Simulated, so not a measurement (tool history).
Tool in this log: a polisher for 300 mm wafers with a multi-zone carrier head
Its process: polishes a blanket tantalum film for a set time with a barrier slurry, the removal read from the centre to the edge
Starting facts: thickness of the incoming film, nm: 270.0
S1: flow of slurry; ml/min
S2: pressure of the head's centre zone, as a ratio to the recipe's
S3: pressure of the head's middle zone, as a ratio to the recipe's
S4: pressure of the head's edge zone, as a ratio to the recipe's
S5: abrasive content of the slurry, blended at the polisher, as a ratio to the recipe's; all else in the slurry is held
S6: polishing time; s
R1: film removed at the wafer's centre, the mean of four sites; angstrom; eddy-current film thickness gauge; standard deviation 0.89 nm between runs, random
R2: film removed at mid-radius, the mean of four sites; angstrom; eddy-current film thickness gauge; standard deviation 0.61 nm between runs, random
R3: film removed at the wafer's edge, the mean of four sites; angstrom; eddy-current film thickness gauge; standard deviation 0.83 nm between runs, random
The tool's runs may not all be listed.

run    day   S1    S2    S3    S4    S5  S6       R1       R2       R3
  1  0.000  305  1.00  1.00  1.00  1.00  63   963.73   967.53   976.50
  2  0.342  305  1.00  0.97  1.00  1.00  63   977.65   938.69   995.27
  3  0.404  300  0.97  0.96  0.99  0.95  63   944.05   911.64   953.42
  4  0.542  255  0.97  0.96  0.99  0.95  63   909.57   916.01   931.41
  5  0.671  255  0.97  0.96  0.99  0.95  72  1016.10  1027.00  1079.50
     0.958  -- slurry nozzle cleaned
  6  0.958  245  0.94  0.94  1.00  0.85  72  1014.20  1027.60  1085.40
  7  1.221  235  0.92  0.92  1.01  0.85  69   950.63   952.66  1035.70
  8  1.479  225  0.90  0.91  1.02  0.80  67   871.37   888.57   991.75

Predict the results of run 9:
  9  1.504  220  0.89  0.90  1.01  0.75  67   ?   ?   ?

{"run 9": {"R1": 864.4, "R2": 869.7, "R3": 967.4}}
